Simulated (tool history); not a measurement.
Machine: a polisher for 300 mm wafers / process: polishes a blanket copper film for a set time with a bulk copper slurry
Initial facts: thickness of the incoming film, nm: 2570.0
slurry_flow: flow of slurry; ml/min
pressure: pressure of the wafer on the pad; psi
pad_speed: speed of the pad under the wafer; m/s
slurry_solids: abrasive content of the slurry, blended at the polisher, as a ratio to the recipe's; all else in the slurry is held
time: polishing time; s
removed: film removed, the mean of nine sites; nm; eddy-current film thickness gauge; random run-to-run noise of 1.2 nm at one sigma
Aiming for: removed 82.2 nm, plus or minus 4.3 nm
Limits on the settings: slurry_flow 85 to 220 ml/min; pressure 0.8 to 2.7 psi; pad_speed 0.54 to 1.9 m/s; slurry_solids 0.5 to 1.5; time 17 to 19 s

run 1 day=0 | slurry_flow=140 pressure=1.7 pad_speed=1.22 slurry_solids=1 time=19 | removed=107.28
run 2 day=0.179 | slurry_flow=140 pressure=2 pad_speed=1.22 slurry_solids=1 time=19 | removed=125.43
run 3 day=0.212 | slurry_flow=140 pressure=1.9 pad_speed=1.2 slurry_solids=1 time=19 | removed=116.96
run 4 day=0.379 | slurry_flow=140 pressure=1.8 pad_speed=1.2 slurry_solids=1 time=19 | removed=111.33
run 5 day=0.692 | slurry_flow=140 pressure=1.7 pad_speed=1.2 slurry_solids=1 time=19 | removed=104.6
run 6 day=1.012 | slurry_flow=140 pressure=1.7 pad_speed=1.2 slurry_solids=1 time=17 | removed=94.313
-- day=1.379 worn pad replaced by a new one
run 7 day=1.379 | slurry_flow=135 pressure=1.5 pad_speed=1.18 slurry_solids=1 time=17 | removed=90.426
run 8 day=1.512 | slurry_flow=135 pressure=1.2 pad_speed=1.14 slurry_solids=1 time=17 | removed=68.942
run 9 day=1.738 | slurry_flow=135 pressure=1.3 pad_speed=1.14 slurry_solids=1 time=17 | removed=74.593

Exactly one of the 5 candidate moves below puts every result within its allowed miss. Which one?
run A day=1.962 | slurry_flow=140 pressure=1.2 pad_speed=1.28 slurry_solids=1 time=18 | removed=?
run B day=1.962 | slurry_flow=140 pressure=1.4 pad_speed=1.06 slurry_solids=0.9 time=17 | removed=?
run C day=1.962 | slurry_flow=110 pressure=1.4 pad_speed=1.16 slurry_solids=0.8 time=17 | removed=?
run D day=1.962 | slurry_flow=135 pressure=1.2 pad_speed=1.08 slurry_solids=1.1 time=17 | removed=?
run E day=1.962 | slurry_flow=140 pressure=1.4 pad_speed=0.96 slurry_solids=1 time=17 | removed=?

move=A removed=82.855
move=B removed=73.239
move=C removed=73.39
move=D removed=67.807
move=E removed=68.709
A: every result lands within tolerance
B: further off than the last run
C: further off than the last run
D: further off than the last run
E: further off than the last run
The right move is A.
